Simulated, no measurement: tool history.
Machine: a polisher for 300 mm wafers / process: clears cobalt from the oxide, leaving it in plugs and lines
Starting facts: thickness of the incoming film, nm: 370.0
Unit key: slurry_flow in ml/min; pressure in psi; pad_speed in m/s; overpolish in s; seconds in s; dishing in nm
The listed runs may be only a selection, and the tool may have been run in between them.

Run 1, hour 0: slurry_flow 125 ml/min, pressure 1.9 psi, pad_speed 1.1 m/s, overpolish 21 s. Result: seconds 62.244 s, dishing 55.901 nm.
Run 2, hour 5.8: slurry_flow 125 ml/min, pressure 1.9 psi, pad_speed 1.1 m/s, overpolish 17 s. Result: seconds 60.236 s, dishing 53.116 nm.
Run 3, hour 10: slurry_flow 125 ml/min, pressure 1.9 psi, pad_speed 1.1 m/s, overpolish 21 s. Result: seconds 61.449 s, dishing 55.277 nm.
Run 4, hour 14.8: slurry_flow 125 ml/min, pressure 1.9 psi, pad_speed 1.2 m/s, overpolish 21 s. Result: seconds 55.032 s, dishing 57.474 nm.
Run 5, hour 19.5: slurry_flow 125 ml/min, pressure 1.9 psi, pad_speed 1.2 m/s, overpolish 28 s. Result: seconds 55.156 s, dishing 62.232 nm.
Run 6, hour 23.5: slurry_flow 120 ml/min, pressure 1.6 psi, pad_speed 1.1 m/s, overpolish 22 s. Result: seconds 71.548 s, dishing 53.88 nm.
Run 7, hour 24.9: slurry_flow 115 ml/min, pressure 1.4 psi, pad_speed 1.04 m/s, overpolish 18 s. Result: seconds 86.953 s, dishing 45.996 nm.
Run 8, hour 26.9: slurry_flow 110 ml/min, pressure 1.3 psi, pad_speed 1 m/s, overpolish 16 s. Result: seconds 96.087 s, dishing 41.416 nm.
Run 9, hour 31.8: slurry_flow 105 ml/min, pressure 1.2 psi, pad_speed 0.98 m/s, overpolish 16 s. Result: seconds 106.72 s, dishing 39.507 nm.
Run 10, hour 37.6: slurry_flow 100 ml/min, pressure 1.1 psi, pad_speed 0.98 m/s, overpolish 16 s. Result: seconds 118.07 s, dishing 37.7 nm.
Run 11, hour 44.7: slurry_flow 95 ml/min, pressure 1.1 psi, pad_speed 0.98 m/s, overpolish 16 s. Result: seconds 116.06 s, dishing 37.435 nm.

Run 12 comes next. What will it give?
Run 12, hour 45.5: slurry_flow 90 ml/min, pressure 1.1 psi, pad_speed 0.98 m/s, overpolish 17 s. Result: seconds ?, dishing ?.

{"run 12": {"seconds": 116.67, "dishing": 39.338}}
